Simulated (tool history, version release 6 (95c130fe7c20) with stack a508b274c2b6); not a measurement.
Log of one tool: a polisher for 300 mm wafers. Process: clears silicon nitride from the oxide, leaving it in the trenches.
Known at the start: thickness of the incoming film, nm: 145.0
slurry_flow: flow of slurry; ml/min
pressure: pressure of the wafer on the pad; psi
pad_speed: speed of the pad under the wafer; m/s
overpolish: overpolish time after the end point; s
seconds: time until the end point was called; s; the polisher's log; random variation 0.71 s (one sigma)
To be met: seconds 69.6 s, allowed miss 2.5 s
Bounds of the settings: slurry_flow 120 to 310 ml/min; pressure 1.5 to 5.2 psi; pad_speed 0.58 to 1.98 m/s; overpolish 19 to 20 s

run,hour,slurry_flow,pressure,pad_speed,overpolish,seconds
1,0,200,3.3,1.28,19,95.796
2,8.6,200,3.5,1.28,19,88.932
3,15.5,200,3.5,1.16,19,96.766
4,19.2,200,3.5,1.16,20,98.034
5,22.1,200,3.7,1.16,20,90.164
6,25.4,200,3.9,1.16,20,87.432
7,26.9,200,4.1,1.16,20,83.721
8,33.4,200,4.3,1.16,20,78.437
9,34.9,200,4.4,1.16,20,76.648
10,37.8,200,4.5,1.16,20,75.617

4 next moves are on the table. One of them brings every result within its allowed miss. Which?
A,40.7,190,3,1.84,20,?
B,40.7,185,5.2,1.06,20,?
C,40.7,190,4.3,1.06,20,?
D,40.7,220,4.6,1.1,19,?

move,seconds
A,79.477
B,69.139
C,83.097
D,75.04
A: further off than the last run
B: meets every target
C: further off than the last run
D: nearer than the last run, and not there yet
The right move is B.
